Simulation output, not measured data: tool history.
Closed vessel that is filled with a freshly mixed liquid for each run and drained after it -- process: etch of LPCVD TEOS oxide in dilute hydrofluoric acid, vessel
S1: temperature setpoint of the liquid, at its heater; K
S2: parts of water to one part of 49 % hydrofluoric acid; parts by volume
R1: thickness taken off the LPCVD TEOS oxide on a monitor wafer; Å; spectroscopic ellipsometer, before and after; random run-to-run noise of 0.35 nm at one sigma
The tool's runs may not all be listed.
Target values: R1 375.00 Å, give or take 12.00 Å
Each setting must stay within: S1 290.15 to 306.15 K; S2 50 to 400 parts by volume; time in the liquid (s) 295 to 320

Run 1, hour 0.0: S1 298.15 K, S2 225 parts by volume, time in the liquid (s) 295. Result: R1 238.04 Å.
Run 2, hour 6.9: S1 299.15 K, S2 220 parts by volume, time in the liquid (s) 295. Result: R1 251.06 Å.
Run 3, hour 10.5: S1 299.15 K, S2 220 parts by volume, time in the liquid (s) 295. Result: R1 254.10 Å.
Run 4, hour 11.7: S1 300.15 K, S2 215 parts by volume, time in the liquid (s) 295. Result: R1 270.88 Å.
Run 5, hour 17.9: S1 300.15 K, S2 215 parts by volume, time in the liquid (s) 295. Result: R1 271.92 Å.
Run 6, hour 20.3: S1 297.65 K, S2 215 parts by volume, time in the liquid (s) 295. Result: R1 247.27 Å.
Run 7, hour 26.1: S1 298.65 K, S2 210 parts by volume, time in the liquid (s) 295. Result: R1 259.87 Å.
Run 8, hour 28.8: S1 299.65 K, S2 205 parts by volume, time in the liquid (s) 295. Result: R1 280.98 Å.
Run 9, hour 32.7: S1 303.65 K, S2 195 parts by volume, time in the liquid (s) 295. Result: R1 350.65 Å.
Run 10, hour 39.4: S1 304.65 K, S2 195 parts by volume, time in the liquid (s) 295. Result: R1 359.22 Å.

Exercise: of the 4 proposed moves below, exactly one satisfies all targets within the stated allowed misses. Which move is it?
Run A, hour 46.1: S1 302.15 K, S2 185 parts by volume, time in the liquid (s) 320. Result: R1 ?.
Run B, hour 46.1: S1 305.65 K, S2 215 parts by volume, time in the liquid (s) 310. Result: R1 ?.
Run C, hour 46.1: S1 305.15 K, S2 210 parts by volume, time in the liquid (s) 295. Result: R1 ?.
Run D, hour 46.1: S1 304.15 K, S2 205 parts by volume, time in the liquid (s) 295. Result: R1 ?.

move      R1
   A  381.64
   B  346.71
   C  334.14
   D  332.72
A: hits every target within its allowed miss
B: the biggest miss grows against the last run
C: the biggest miss grows against the last run
D: the biggest miss grows against the last run
Go with A: it meets all targets.

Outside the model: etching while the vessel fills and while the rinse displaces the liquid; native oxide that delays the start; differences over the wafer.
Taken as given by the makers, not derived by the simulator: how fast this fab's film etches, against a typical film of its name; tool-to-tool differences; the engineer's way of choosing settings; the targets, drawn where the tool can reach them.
